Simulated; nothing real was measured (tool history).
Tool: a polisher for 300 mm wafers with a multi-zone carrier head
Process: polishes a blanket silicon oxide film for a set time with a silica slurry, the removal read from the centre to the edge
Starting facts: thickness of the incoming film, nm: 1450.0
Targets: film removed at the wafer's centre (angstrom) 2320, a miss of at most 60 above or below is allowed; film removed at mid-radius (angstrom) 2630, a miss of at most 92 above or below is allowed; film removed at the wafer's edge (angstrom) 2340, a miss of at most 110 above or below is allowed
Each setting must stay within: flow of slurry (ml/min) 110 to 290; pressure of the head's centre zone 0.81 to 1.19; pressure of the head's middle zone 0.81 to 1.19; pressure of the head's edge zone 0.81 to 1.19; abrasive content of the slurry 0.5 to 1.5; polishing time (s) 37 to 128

| run | hour | flow of slurry (ml/min) | pressure of the head's centre zone | pressure of the head's middle zone | pressure of the head's edge zone | abrasive content of the slurry | polishing time (s) | film removed at the wafer's centre (angstrom) | film removed at mid-radius (angstrom) | film removed at the wafer's edge (angstrom) |
|---|---|---|---|---|---|---|---|---|---|---|
| 1 | 0 | 185 | 1 | 1 | 1 | 1 | 82 | 3111.8 | 3190.2 | 3116.7 |
| 2 | 5.4 | 185 | 1 | 1.08 | 1 | 1 | 82 | 3099.5 | 3421.1 | 3109.1 |
| 3 | 13.8 | 180 | 0.98 | 1.06 | 0.96 | 0.9 | 82 | 2826.4 | 3182.8 | 2897.9 |
| 4 | 19.1 | 140 | 0.98 | 1.06 | 0.96 | 0.9 | 82 | 2779.4 | 3084.2 | 2826.6 |
| 5 | 27.7 | 140 | 0.98 | 1.06 | 0.96 | 0.9 | 73 | 2471.6 | 2690.2 | 2498 |
| 6 | 33.9 | 140 | 0.98 | 1.06 | 0.96 | 1.1 | 73 | 2722.7 | 2967.2 | 2859.4 |
| 7 | 42.5 | 140 | 0.97 | 1.06 | 0.94 | 1 | 74 | 2587.4 | 2845.1 | 2694.5 |
| 8 | 43.7 | 140 | 0.97 | 1.06 | 0.92 | 0.95 | 74 | 2539.1 | 2812.6 | 2629.1 |
| 9 | 45.1 | 135 | 0.96 | 1.06 | 0.82 | 0.75 | 73 | 2172.4 | 2385.7 | 2122.4 |
| 10 | 54.1 | 150 | 0.96 | 1.06 | 0.85 | 0.75 | 73 | 2207.4 | 2472.3 | 2180.2 |
| 11 | 58.6 | 160 | 0.96 | 1.06 | 0.87 | 0.75 | 73 | 2216 | 2468.8 | 2244.1 |
| 12 | 63.4 | 170 | 0.97 | 1.07 | 0.88 | 0.75 | 73 | 2300.6 | 2532.4 | 2185.3 |
| 13 | 68.2 | 145 | 0.95 | 1.07 | 0.9 | 0.9 | 73 | 2397.7 | 2710.4 | 2448.2 |

Consider the 4 candidate settings below. Which is the only one whose results all fall within their allowed miss of target?
| A | 73 | 150 | 0.94 | 1.14 | 0.88 | 0.75 | 78 | ? | ? | ? |
| B | 73 | 130 | 0.91 | 1.18 | 0.87 | 0.9 | 71 | ? | ? | ? |
| C | 73 | 165 | 0.91 | 1.19 | 0.84 | 0.7 | 80 | ? | ? | ? |
| D | 73 | 200 | 1 | 1.13 | 1.01 | 0.55 | 86 | ? | ? | ? |

| move | film removed at the wafer's centre (angstrom) | film removed at mid-radius (angstrom) | film removed at the wafer's edge (angstrom) |
|---|---|---|---|
| A | 2290.8 | 2751.6 | 2363.5 |
| B | 2177.2 | 2788.1 | 2326.1 |
| C | 2221.7 | 2851.9 | 2300.6 |
| D | 2302.2 | 2570.7 | 2349.4 |
A: puts the biggest miss on target and leaves a different result outside tolerance
B: takes the biggest miss from the last run beyond its target
C: takes the biggest miss from the last run beyond its target
D: hits every target within its allowed miss
The move that meets every target is D.

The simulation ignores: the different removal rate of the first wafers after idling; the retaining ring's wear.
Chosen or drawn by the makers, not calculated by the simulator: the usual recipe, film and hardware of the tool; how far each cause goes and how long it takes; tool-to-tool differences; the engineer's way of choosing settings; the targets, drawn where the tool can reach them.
